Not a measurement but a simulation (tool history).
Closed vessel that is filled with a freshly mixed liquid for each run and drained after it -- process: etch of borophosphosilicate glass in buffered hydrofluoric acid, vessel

run  hour  temperature setpoint of the liquid (C)  parts of 40 % ammonium fluoride to one part of 49 % hydrofluoric acid (parts by volume)  time in the liquid (s)  thickness taken off the borophosphosilicate glass on a monitor wafer (Å)
  1   0.0                                    21.0                                                                                     22.0                     105                                                                   1181.80
  2   1.4                                    23.0                                                                                     22.0                     105                                                                   1312.10
  3   5.6                                    21.0                                                                                     22.0                     105                                                                   1182.50
  4   8.3                                    18.5                                                                                     22.0                     105                                                                   1033.20
  5  15.1                                    21.0                                                                                     21.5                     105                                                                   1199.30
  6  19.3                                    17.5                                                                                     21.5                     105                                                                    988.91
  7  22.0                                    20.0                                                                                     21.0                     105                                                                   1159.70
  8  27.5                                    22.0                                                                                     21.0                     105                                                                   1307.70
  9  35.9                                    23.5                                                                                     21.0                     105                                                                   1386.40
 10  41.3                                    24.5                                                                                     21.0                     105                                                                   1471.00

Run 11 is up next; what results do you expect?
 11  44.9                                    25.5                                                                                     21.0                     105                                                                         ?

Run 11 gave thickness taken off the borophosphosilicate glass on a monitor wafer (Å) 1570.30.

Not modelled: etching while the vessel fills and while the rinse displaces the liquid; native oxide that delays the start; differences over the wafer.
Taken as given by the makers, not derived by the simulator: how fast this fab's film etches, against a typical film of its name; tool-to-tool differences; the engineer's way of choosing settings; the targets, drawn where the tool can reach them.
